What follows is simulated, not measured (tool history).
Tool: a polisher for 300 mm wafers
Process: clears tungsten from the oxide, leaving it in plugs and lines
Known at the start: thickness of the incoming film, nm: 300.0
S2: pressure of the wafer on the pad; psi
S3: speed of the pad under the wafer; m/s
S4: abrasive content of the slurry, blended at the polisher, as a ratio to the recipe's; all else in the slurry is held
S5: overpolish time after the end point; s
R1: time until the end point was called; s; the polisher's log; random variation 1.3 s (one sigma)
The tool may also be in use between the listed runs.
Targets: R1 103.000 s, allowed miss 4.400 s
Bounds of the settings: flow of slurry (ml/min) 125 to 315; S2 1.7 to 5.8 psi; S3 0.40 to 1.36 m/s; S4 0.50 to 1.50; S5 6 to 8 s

{"run": 1, "day": 0.0, "flow of slurry (ml/min)": 205, "S2": 3.7, "S3": 0.88, "S4": 1.0, "S5": 8, "R1": 90.541}
{"run": 2, "day": 0.308, "flow of slurry (ml/min)": 205, "S2": 3.7, "S3": 0.88, "S4": 1.0, "S5": 6, "R1": 92.503}
{"run": 3, "day": 0.446, "flow of slurry (ml/min)": 205, "S2": 3.6, "S3": 0.88, "S4": 1.0, "S5": 6, "R1": 91.78}
{"run": 4, "day": 0.483, "flow of slurry (ml/min)": 255, "S2": 3.6, "S3": 0.88, "S4": 1.0, "S5": 6, "R1": 89.306}
{"run": 5, "day": 0.838, "flow of slurry (ml/min)": 255, "S2": 3.6, "S3": 0.88, "S4": 1.15, "S5": 6, "R1": 90.001}
{"run": 6, "day": 1.183, "flow of slurry (ml/min)": 255, "S2": 3.6, "S3": 0.88, "S4": 1.25, "S5": 6, "R1": 86.3}
{"run": 7, "day": 1.254, "flow of slurry (ml/min)": 255, "S2": 3.4, "S3": 0.88, "S4": 1.25, "S5": 6, "R1": 93.894}
{"run": 8, "day": 1.583, "flow of slurry (ml/min)": 255, "S2": 3.3, "S3": 0.88, "S4": 1.25, "S5": 6, "R1": 93.206}
{"run": 9, "day": 1.954, "flow of slurry (ml/min)": 255, "S2": 3.2, "S3": 0.88, "S4": 1.25, "S5": 6, "R1": 97.416}

4 next moves are on the table. One of them brings every result within its allowed miss. Which?
{"run": "A", "day": 2.325, "flow of slurry (ml/min)": 260, "S2": 3.2, "S3": 0.94, "S4": 1.25, "S5": 6, "R1": "?"}
{"run": "B", "day": 2.325, "flow of slurry (ml/min)": 250, "S2": 2.7, "S3": 1.0, "S4": 1.45, "S5": 7, "R1": "?"}
{"run": "C", "day": 2.325, "flow of slurry (ml/min)": 235, "S2": 3.5, "S3": 0.84, "S4": 1.3, "S5": 6, "R1": "?"}
{"run": "D", "day": 2.325, "flow of slurry (ml/min)": 240, "S2": 3.3, "S3": 0.9, "S4": 1.2, "S5": 6, "R1": "?"}

move=A R1=91.916
move=B R1=100.440
move=C R1=92.571
move=D R1=93.910
A: further off than the last run
B: meets every target
C: further off than the last run
D: further off than the last run
Move B is the one to make.
